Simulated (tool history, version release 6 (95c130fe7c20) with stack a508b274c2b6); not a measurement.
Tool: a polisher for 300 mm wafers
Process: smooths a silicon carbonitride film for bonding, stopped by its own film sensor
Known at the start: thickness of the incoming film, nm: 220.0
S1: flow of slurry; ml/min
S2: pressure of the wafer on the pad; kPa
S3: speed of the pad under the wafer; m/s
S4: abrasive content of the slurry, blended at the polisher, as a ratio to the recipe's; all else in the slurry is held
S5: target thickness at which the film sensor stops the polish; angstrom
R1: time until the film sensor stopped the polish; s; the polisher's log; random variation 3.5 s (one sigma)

Run 1, hour 0.0: S1 155 ml/min, S2 11.0 kPa, S3 0.76 m/s, S4 1.0, S5 1910 angstrom. Result: R1 210.40 s.
Run 2, hour 7.7: S1 155 ml/min, S2 11.0 kPa, S3 0.62 m/s, S4 1.0, S5 1910 angstrom. Result: R1 247.38 s.
Run 3, hour 12.3: S1 155 ml/min, S2 9.0 kPa, S3 0.62 m/s, S4 1.0, S5 1910 angstrom. Result: R1 304.92 s.
Run 4, hour 13.5: S1 150 ml/min, S2 9.0 kPa, S3 0.62 m/s, S4 1.0, S5 1910 angstrom. Result: R1 304.13 s.
Run 5, hour 21.8: S1 145 ml/min, S2 8.3 kPa, S3 0.62 m/s, S4 1.0, S5 1910 angstrom. Result: R1 321.47 s.
Run 6, hour 27.7: S1 145 ml/min, S2 8.3 kPa, S3 0.62 m/s, S4 0.8, S5 1910 angstrom. Result: R1 367.01 s.
Run 7, hour 30.6: S1 150 ml/min, S2 8.3 kPa, S3 0.62 m/s, S4 0.8, S5 1910 angstrom. Result: R1 372.76 s.

The next listed run, before its measurement:
Run 8, hour 34.1: S1 150 ml/min, S2 9.0 kPa, S3 0.62 m/s, S4 0.8, S5 1910 angstrom. Result: R1 ?.

{"run 8": {"R1": 343.79}}

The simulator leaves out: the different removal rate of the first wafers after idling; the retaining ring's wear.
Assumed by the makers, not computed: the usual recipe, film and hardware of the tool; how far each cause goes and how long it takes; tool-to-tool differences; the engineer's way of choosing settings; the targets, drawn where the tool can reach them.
